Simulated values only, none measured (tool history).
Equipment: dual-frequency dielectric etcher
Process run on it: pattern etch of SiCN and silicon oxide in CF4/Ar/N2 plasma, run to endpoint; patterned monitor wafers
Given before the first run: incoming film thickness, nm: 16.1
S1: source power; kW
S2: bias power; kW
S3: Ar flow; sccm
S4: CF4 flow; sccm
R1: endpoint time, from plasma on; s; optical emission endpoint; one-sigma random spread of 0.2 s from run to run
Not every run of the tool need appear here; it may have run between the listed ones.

Run 1, hour 0: S1 0.34 kW, S2 0.071 kW, S3 122 sccm, S4 81 sccm. Result: R1 22.726 s.
Run 2, hour 1.3: S1 0.34 kW, S2 0.079 kW, S3 122 sccm, S4 81 sccm. Result: R1 21.801 s.
Run 3, hour 4.1: S1 0.34 kW, S2 0.079 kW, S3 114 sccm, S4 81 sccm. Result: R1 21.656 s.
Run 4, hour 6.5: S1 0.34 kW, S2 0.079 kW, S3 105 sccm, S4 81 sccm. Result: R1 21.223 s.
Run 5, hour 7.9: S1 0.32 kW, S2 0.078 kW, S3 105 sccm, S4 81 sccm. Result: R1 22.649 s.
Run 6, hour 10.2: S1 0.32 kW, S2 0.068 kW, S3 105 sccm, S4 81 sccm. Result: R1 24.085 s.

Run 7 is up next; what results do you expect?
Run 7, hour 14.7: S1 0.31 kW, S2 0.068 kW, S3 105 sccm, S4 81 sccm. Result: R1 ?.

Run 7 measured R1 24.299 s.

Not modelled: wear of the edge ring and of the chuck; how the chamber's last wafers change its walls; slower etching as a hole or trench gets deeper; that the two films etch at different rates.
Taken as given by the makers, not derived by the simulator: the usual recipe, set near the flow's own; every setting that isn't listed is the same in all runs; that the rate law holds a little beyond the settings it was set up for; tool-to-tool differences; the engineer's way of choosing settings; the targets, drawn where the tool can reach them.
